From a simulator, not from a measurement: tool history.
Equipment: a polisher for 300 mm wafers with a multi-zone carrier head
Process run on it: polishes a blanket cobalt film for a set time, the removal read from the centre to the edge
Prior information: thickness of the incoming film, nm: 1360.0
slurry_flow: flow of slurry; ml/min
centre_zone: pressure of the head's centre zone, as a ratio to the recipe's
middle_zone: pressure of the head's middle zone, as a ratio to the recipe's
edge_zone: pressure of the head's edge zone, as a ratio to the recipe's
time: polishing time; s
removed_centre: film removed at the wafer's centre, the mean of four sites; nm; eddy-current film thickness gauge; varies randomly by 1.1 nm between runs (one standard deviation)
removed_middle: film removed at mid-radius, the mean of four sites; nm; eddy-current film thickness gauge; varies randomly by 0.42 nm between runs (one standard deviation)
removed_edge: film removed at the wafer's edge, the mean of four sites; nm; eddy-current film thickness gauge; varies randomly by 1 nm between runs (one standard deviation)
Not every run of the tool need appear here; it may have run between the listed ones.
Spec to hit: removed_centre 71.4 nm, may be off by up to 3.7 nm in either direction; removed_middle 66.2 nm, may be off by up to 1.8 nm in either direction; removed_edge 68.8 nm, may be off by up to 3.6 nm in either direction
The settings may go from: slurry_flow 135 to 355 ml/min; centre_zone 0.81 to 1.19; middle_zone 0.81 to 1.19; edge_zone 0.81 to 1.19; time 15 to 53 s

run	hour	slurry_flow	centre_zone	middle_zone	edge_zone	time	removed_centre	removed_middle	removed_edge
1	0	225	1	1	1	34	124.05	123	127.19
2	3.7	225	1	0.97	1	34	121.86	119.48	126.67
3	4.6	225	0.96	0.97	1	34	117.12	118.94	128.05
4	7.3	225	0.88	0.97	1	34	105.49	120.25	126.57
5	12.8	225	0.9	0.96	0.97	30	97.468	103.74	108.39
6	18.2	220	0.9	0.94	0.94	28	91.351	95.381	100.28
# hour 21.9: edge zone pressure recalibrated
7	21.9	220	0.9	0.93	0.92	26	84.385	87.398	86.185
8	27.9	210	0.9	0.9	0.92	25	81.287	80.666	85.94
9	31	210	0.9	0.89	0.9	24	76.185	77.274	81.055
10	39.8	210	0.91	0.88	0.88	24	77.488	76.872	80.301

Next run, 5 choices. One meets every target within its allowed miss, the rest don't. Which?
A	48.6	295	0.95	0.86	0.86	20	?	?	?
B	48.6	160	0.81	0.81	1.01	23	?	?	?
C	48.6	180	1.11	0.85	0.81	22	?	?	?
D	48.6	160	0.91	0.81	0.95	23	?	?	?
E	48.6	235	1.09	0.92	0.81	18	?	?	?

move	removed_centre	removed_middle	removed_edge
A	72.184	65.16	69.43
B	63.742	65.116	80.459
C	86.018	66.227	70.673
D	71.686	65.087	78.136
E	72.459	60.334	59.588
A: all results in spec
B: the furthest-off result lands on target, but another misses its tolerance
C: the furthest-off result lands on target, but another misses its tolerance
D: the furthest-off result lands on target, but another misses its tolerance
E: takes the result that was furthest off past its target
Go with A: it meets all targets.
